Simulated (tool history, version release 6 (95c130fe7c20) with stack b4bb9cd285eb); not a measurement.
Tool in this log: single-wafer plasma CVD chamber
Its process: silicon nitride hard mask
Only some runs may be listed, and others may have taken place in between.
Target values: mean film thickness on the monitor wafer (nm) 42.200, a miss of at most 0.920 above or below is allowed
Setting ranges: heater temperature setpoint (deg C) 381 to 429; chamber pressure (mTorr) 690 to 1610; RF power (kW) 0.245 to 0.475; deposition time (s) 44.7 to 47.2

run,hour,heater temperature setpoint (deg C),chamber pressure (mTorr),RF power (kW),deposition time (s),mean film thickness on the monitor wafer (nm)
1,0.0,405,1150,0.360,47.2,49.773
2,6.8,405,1150,0.360,44.7,46.828
3,9.3,405,1070,0.355,44.7,45.646
4,10.6,405,1070,0.405,44.7,49.961
5,13.6,405,1070,0.355,44.7,45.539
6,15.8,413,1070,0.355,44.7,45.480
7,23.6,413,1070,0.355,44.7,45.424
8,26.1,413,1020,0.350,44.7,44.314
9,30.1,413,870,0.340,44.7,41.041

Exercise: of the 5 proposed moves below, exactly one satisfies all targets within the stated allowed misses. Which move is it?
A,34.1,410,880,0.390,44.7,?
B,34.1,413,820,0.370,46.4,?
C,34.1,420,970,0.355,46.0,?
D,34.1,412,790,0.345,47.2,?
E,34.1,412,840,0.360,47.2,?

move,mean film thickness on the monitor wafer (nm)
A,45.402
B,44.287
C,45.043
D,42.360
E,44.617
A: carries the result that was furthest off beyond its target, to the other side
B: carries the result that was furthest off beyond its target, to the other side
C: carries the result that was furthest off beyond its target, to the other side
D: each result inside its tolerance
E: carries the result that was furthest off beyond its target, to the other side
Correct choice: D, which meets every target
